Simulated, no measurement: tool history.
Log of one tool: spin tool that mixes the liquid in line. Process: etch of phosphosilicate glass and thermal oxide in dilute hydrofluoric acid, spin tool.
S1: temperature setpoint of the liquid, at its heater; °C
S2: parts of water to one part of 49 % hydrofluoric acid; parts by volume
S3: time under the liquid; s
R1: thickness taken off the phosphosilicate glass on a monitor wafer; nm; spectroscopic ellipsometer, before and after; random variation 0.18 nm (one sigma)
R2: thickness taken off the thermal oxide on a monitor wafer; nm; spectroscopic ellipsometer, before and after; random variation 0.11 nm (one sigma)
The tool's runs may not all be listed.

run 1 hour=0.0 | S1=21.0 S2=265 S3=35 | R1=5.6425 R2=0.47423
run 2 hour=0.7 | S1=23.0 S2=205 S3=35 | R1=8.4088 R2=0.66115
run 3 hour=2.2 | S1=23.0 S2=265 S3=35 | R1=6.2518 R2=0.50501
run 4 hour=4.0 | S1=24.5 S2=205 S3=35 | R1=8.8963 R2=0.71689
run 5 hour=6.4 | S1=24.5 S2=205 S3=30 | R1=7.6462 R2=0.65170
run 6 hour=15.4 | S1=25.5 S2=160 S3=30 | R1=10.5640 R2=0.80156

Forecast run 7:
run 7 hour=16.4 | S1=26.5 S2=130 S3=30 | R1=? R2=?

Run 7 gave R1 14.0200 nm, R2 1.18000 nm.
